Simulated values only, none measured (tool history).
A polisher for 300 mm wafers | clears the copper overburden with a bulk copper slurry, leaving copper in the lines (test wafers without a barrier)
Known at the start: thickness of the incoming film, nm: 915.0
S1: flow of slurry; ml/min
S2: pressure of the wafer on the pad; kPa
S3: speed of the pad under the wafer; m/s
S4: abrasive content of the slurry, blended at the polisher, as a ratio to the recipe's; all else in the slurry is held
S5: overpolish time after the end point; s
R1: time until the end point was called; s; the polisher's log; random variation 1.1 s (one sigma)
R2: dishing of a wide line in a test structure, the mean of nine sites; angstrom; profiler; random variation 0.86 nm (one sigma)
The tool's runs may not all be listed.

run 1 hour=0.0 | S1=190 S2=21.4 S3=1.00 S4=1.00 S5=8 | R1=98.977 R2=546.67
run 2 hour=3.1 | S1=215 S2=21.4 S3=1.00 S4=1.00 S5=8 | R1=95.127 R2=559.55
run 3 hour=7.0 | S1=220 S2=22.8 S3=1.00 S4=1.00 S5=7 | R1=89.764 R2=533.85
run 4 hour=11.7 | S1=220 S2=22.8 S3=0.76 S4=1.00 S5=7 | R1=115.200 R2=437.39
run 5 hour=12.5 | S1=220 S2=20.0 S3=0.76 S4=1.00 S5=7 | R1=132.520 R2=379.55
run 6 hour=19.5 | S1=220 S2=20.0 S3=0.58 S4=1.00 S5=7 | R1=165.960 R2=299.67
run 7 hour=20.9 | S1=235 S2=26.2 S3=0.84 S4=1.05 S5=3 | R1=88.055 R2=250.85
run 8 hour=22.9 | S1=230 S2=26.9 S3=0.88 S4=1.05 S5=4 | R1=83.472 R2=342.99
run 9 hour=29.0 | S1=230 S2=28.3 S3=0.88 S4=1.05 S5=4 | R1=77.830 R2=353.66

Forecast run 10:
run 10 hour=34.7 | S1=225 S2=29.0 S3=0.88 S4=1.05 S5=4 | R1=? R2=?

Run 10 gave R1 76.217 s, R2 367.77 angstrom.

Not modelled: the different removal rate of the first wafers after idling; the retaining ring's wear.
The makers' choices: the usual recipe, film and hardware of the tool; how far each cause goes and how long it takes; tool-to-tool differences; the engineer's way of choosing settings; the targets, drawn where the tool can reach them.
